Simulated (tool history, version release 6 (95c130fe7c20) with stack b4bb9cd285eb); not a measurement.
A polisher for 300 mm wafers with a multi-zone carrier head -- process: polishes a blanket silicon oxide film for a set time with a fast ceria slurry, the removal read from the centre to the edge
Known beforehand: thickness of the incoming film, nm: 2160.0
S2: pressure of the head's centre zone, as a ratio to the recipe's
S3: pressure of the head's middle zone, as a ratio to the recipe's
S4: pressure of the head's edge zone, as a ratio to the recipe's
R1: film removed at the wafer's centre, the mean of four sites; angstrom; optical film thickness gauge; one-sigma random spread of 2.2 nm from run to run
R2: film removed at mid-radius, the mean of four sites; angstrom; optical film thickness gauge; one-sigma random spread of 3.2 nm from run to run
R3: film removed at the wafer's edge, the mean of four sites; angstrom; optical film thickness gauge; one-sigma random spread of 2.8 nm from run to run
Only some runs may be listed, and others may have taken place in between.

Run 1, hour 0: flow of slurry (ml/min) 230, S2 1, S3 1, S4 1, polishing time (s) 71. Result: R1 5348.8 angstrom, R2 5368.3 angstrom, R3 5155.7 angstrom.
Run 2, hour 3: flow of slurry (ml/min) 230, S2 1, S3 1, S4 1, polishing time (s) 59. Result: R1 4403.1 angstrom, R2 4481.9 angstrom, R3 4374.2 angstrom.
Run 3, hour 7.4: flow of slurry (ml/min) 230, S2 1, S3 0.96, S4 1, polishing time (s) 59. Result: R1 4317.7 angstrom, R2 4284.1 angstrom, R3 4314.6 angstrom.
Run 4, hour 15: flow of slurry (ml/min) 225, S2 0.97, S3 0.97, S4 0.96, polishing time (s) 55. Result: R1 4031.1 angstrom, R2 4079.7 angstrom, R3 3955 angstrom.
Run 5, hour 18: flow of slurry (ml/min) 225, S2 0.97, S3 0.91, S4 0.96, polishing time (s) 55. Result: R1 4036.8 angstrom, R2 3794.6 angstrom, R3 3934.5 angstrom.
Run 6, hour 22.7: flow of slurry (ml/min) 225, S2 0.89, S3 0.91, S4 0.96, polishing time (s) 55. Result: R1 3645 angstrom, R2 3824.8 angstrom, R3 3964.3 angstrom.

Run 7 has not been measured yet. What should we expect?
Run 7, hour 26.7: flow of slurry (ml/min) 215, S2 0.87, S3 0.93, S4 0.94, polishing time (s) 52. Result: R1 ?, R2 ?, R3 ?.

R1: 3355.4 angstrom
R2: 3661.1 angstrom
R3: 3714.3 angstrom

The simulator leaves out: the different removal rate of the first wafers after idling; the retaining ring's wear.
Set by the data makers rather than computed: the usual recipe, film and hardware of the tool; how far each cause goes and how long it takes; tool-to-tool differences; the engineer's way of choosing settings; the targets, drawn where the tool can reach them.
